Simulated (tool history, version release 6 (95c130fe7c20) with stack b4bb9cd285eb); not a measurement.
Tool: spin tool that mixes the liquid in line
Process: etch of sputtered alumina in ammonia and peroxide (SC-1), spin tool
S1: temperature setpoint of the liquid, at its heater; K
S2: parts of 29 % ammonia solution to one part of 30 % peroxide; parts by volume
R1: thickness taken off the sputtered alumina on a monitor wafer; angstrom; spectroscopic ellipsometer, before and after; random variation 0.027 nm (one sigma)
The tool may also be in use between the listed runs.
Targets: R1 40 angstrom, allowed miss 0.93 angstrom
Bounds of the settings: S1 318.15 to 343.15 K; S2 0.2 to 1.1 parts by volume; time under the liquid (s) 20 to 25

run 1 hour=0 | S1=334.15 S2=0.6 time_under_the_liquid_(s)=25 | R1=25.683
run 2 hour=7.7 | S1=334.15 S2=0.45 time_under_the_liquid_(s)=25 | R1=25.37
run 3 hour=13 | S1=335.65 S2=0.45 time_under_the_liquid_(s)=25 | R1=27.337
run 4 hour=14.5 | S1=336.65 S2=0.45 time_under_the_liquid_(s)=25 | R1=28.709
run 5 hour=18.7 | S1=336.65 S2=0.65 time_under_the_liquid_(s)=25 | R1=29.863
run 6 hour=23.1 | S1=336.65 S2=0.65 time_under_the_liquid_(s)=25 | R1=30.154
run 7 hour=27 | S1=337.65 S2=0.65 time_under_the_liquid_(s)=25 | R1=31.242
run 8 hour=28.2 | S1=343.15 S2=0.65 time_under_the_liquid_(s)=25 | R1=41.039

Which of these 5 next moves meets every target?
run A hour=29.4 | S1=343.15 S2=0.5 time_under_the_liquid_(s)=25 | R1=?
run B hour=29.4 | S1=343.15 S2=0.85 time_under_the_liquid_(s)=25 | R1=?
run C hour=29.4 | S1=342.15 S2=0.5 time_under_the_liquid_(s)=25 | R1=?
run D hour=29.4 | S1=343.15 S2=0.8 time_under_the_liquid_(s)=25 | R1=?
run E hour=29.4 | S1=341.65 S2=0.6 time_under_the_liquid_(s)=25 | R1=?

move=A R1=40.04
move=B R1=42.091
move=C R1=38.157
move=D R1=41.852
move=E R1=37.89
A: meets every target
B: further off than the last run
C: takes the result that was furthest off past its target
D: further off than the last run
E: takes the result that was furthest off past its target
Answer: A
